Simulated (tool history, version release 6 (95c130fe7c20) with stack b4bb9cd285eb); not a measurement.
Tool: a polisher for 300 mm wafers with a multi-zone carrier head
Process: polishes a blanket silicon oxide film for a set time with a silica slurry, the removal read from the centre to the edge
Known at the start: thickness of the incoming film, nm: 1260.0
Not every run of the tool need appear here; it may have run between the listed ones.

run    day  flow of slurry (ml/min)  pressure of the head's centre zone  pressure of the head's middle zone  pressure of the head's edge zone  abrasive content of the slurry  polishing time (s)  film removed at the wafer's centre (Å)  film removed at mid-radius (Å)  film removed at the wafer's edge (Å)
  1  0.000                      295                                1.00                                1.00                              1.00                            1.00                  66                                  3174.6                          3138.9                                3090.4
  2  0.129                      295                                1.00                                1.00                              1.00                            0.90                  66                                  3024.3                          3006.7                                2988.1
  3  0.296                      295                                1.08                                1.00                              1.00                            0.90                  66                                  3274.8                          2984.2                                3015.4
  4  0.408                      295                                1.07                                0.99                              0.98                            0.85                  66                                  3175.8                          2866.5                                2906.9
  5  0.625                      295                                1.07                                0.99                              0.98                            0.65                  66                                  2856.2                          2571.0                                2528.7
  6  0.996                      290                                1.05                                0.98                              0.98                            0.65                  66                                  2829.2                          2537.7                                2495.4
  7  1.271                      285                                1.03                                0.97                              0.98                            0.65                  66                                  2675.7                          2522.3                                2521.2
  8  1.342                      280                                1.03                                0.96                              0.97                            0.65                  66                                  2709.0                          2516.2                                2523.7
  9  1.679                      280                                1.02                                0.95                              0.96                            0.65                  66                                  2683.6                          2476.1                                2495.8
 10  1.750                      275                                1.01                                0.94                              0.95                            0.65                  66                                  2612.9                          2480.1                                2509.5
 11  1.954                      275                                1.01                                0.94                              0.94                            0.65                  66                                  2661.6                          2449.8                                2485.6
 12  2.325                      275                                1.00                                0.94                              0.93                            0.65                  66                                  2648.0                          2448.1                                2483.1
 13  2.479                      275                                0.99                                0.94                              0.92                            0.65                  66                                  2560.6                          2451.7                                2461.2

Run 14 has not been measured yet. What should we expect?
 14  2.708                      275                                0.99                                0.94                              0.91                            0.65                  66                                       ?                               ?                                     ?

film removed at the wafer's centre (Å): 2563.3
film removed at mid-radius (Å): 2460.5
film removed at the wafer's edge (Å): 2477.0

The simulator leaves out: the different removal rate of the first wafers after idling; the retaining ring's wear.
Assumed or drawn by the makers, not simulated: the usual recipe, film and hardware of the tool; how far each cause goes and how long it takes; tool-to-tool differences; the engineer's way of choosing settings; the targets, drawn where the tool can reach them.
